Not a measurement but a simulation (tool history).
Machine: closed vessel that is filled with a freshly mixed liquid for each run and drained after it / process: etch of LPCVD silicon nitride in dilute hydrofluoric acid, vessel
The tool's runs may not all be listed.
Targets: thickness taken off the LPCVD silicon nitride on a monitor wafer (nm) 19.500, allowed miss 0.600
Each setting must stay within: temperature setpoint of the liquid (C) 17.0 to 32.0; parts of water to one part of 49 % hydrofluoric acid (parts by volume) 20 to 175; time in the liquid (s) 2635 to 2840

run	hour	temperature setpoint of the liquid (C)	parts of water to one part of 49 % hydrofluoric acid (parts by volume)	time in the liquid (s)	thickness taken off the LPCVD silicon nitride on a monitor wafer (nm)
1	0.0	24.0	95	2635	13.893
2	6.2	24.5	95	2635	14.342
3	11.6	24.5	95	2840	15.167
4	19.0	24.5	110	2840	13.192
5	26.2	25.5	110	2840	14.071
6	32.4	25.5	90	2840	17.262
7	34.3	26.0	90	2840	17.855
8	36.7	27.0	90	2840	18.845

Which one of the following 4 next-run settings gets every result inside its allowed miss? There is exactly one.
A	39.1	26.5	75	2670	?
B	39.1	25.0	75	2755	?
C	39.1	28.0	80	2715	?
D	39.1	26.5	90	2780	?

move	thickness taken off the LPCVD silicon nitride on a monitor wafer (nm)
A	20.609
B	19.268
C	21.665
D	17.908
A: takes the biggest miss from the last run beyond its target
B: all results in spec
C: takes the biggest miss from the last run beyond its target
D: its largest miss is bigger than the last run's
So the answer is move B, the one that meets all the targets.

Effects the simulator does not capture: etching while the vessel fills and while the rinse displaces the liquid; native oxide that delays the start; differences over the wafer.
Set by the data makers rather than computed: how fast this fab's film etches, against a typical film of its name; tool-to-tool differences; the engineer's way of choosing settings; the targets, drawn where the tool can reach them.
